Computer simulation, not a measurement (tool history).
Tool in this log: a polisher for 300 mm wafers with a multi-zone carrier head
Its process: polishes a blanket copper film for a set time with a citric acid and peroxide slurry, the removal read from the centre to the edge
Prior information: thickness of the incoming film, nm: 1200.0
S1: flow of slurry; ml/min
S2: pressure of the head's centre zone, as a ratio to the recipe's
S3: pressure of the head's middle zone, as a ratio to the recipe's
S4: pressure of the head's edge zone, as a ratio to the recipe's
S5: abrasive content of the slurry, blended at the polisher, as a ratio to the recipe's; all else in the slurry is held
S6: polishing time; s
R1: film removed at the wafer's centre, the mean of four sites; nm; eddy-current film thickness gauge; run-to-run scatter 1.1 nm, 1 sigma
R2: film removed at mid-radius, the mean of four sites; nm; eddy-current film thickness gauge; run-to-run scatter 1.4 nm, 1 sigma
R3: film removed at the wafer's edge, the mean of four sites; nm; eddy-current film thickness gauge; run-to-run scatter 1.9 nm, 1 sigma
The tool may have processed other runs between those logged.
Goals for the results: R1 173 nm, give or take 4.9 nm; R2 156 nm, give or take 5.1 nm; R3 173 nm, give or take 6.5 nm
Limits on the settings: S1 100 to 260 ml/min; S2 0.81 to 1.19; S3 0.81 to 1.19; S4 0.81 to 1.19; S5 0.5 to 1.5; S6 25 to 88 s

run 1 hour=0 | S1=165 S2=1 S3=1 S4=1 S5=1 S6=56 | R1=117.11 R2=112.47 R3=114.75
run 2 hour=6.8 | S1=165 S2=1 S3=1 S4=1 S5=0.9 S6=56 | R1=113.81 R2=109.88 R3=114.73
run 3 hour=14.6 | S1=165 S2=1 S3=1 S4=1 S5=0.9 S6=64 | R1=127.93 R2=125.94 R3=130.65
run 4 hour=15.8 | S1=175 S2=1.02 S3=0.99 S4=1.05 S5=1 S6=66 | R1=138.93 R2=132.8 R3=142.57
run 5 hour=19.8 | S1=190 S2=1.05 S3=1 S4=1.09 S5=1.1 S6=67 | R1=149.49 R2=139.93 R3=146.87
run 6 hour=27.4 | S1=190 S2=1.05 S3=0.93 S4=1.09 S5=1.1 S6=67 | R1=148.25 R2=133.16 R3=148.31
run 7 hour=33.3 | S1=190 S2=1.05 S3=0.93 S4=1.11 S5=1.2 S6=69 | R1=154.52 R2=138.88 R3=155.17
run 8 hour=41.3 | S1=200 S2=1.05 S3=0.93 S4=1.13 S5=1.25 S6=70 | R1=159.34 R2=142.35 R3=160.98
run 9 hour=42.7 | S1=210 S2=1.05 S3=0.94 S4=1.14 S5=1.3 S6=71 | R1=163.54 R2=148.02 R3=167.45

Which of these 5 next moves meets every target?
run A hour=44.1 | S1=225 S2=1.04 S3=0.96 S4=1.12 S5=1.35 S6=73 | R1=? R2=? R3=?
run B hour=44.1 | S1=245 S2=0.97 S3=0.87 S4=1.18 S5=1.25 S6=72 | R1=? R2=? R3=?
run C hour=44.1 | S1=220 S2=0.89 S3=0.96 S4=1.19 S5=1.05 S6=76 | R1=? R2=? R3=?
run D hour=44.1 | S1=215 S2=1.06 S3=0.91 S4=1.15 S5=1.25 S6=73 | R1=? R2=? R3=?
run E hour=44.1 | S1=175 S2=0.91 S3=0.97 S4=1.01 S5=1.45 S6=76 | R1=? R2=? R3=?

move=A R1=169.34 R2=158.9 R3=173.38
move=B R1=158.52 R2=144.11 R3=175.1
move=C R1=150.97 R2=158.51 R3=178.6
move=D R1=168.37 R2=149.13 R3=172.91
move=E R1=155.64 R2=162.95 R3=168.78
A: in spec on every target
B: misses by more than the last run did
C: misses by more than the last run did
D: the worst result of the last run now meets its target, but another is out of spec
E: misses by more than the last run did
Move A is the one to make.

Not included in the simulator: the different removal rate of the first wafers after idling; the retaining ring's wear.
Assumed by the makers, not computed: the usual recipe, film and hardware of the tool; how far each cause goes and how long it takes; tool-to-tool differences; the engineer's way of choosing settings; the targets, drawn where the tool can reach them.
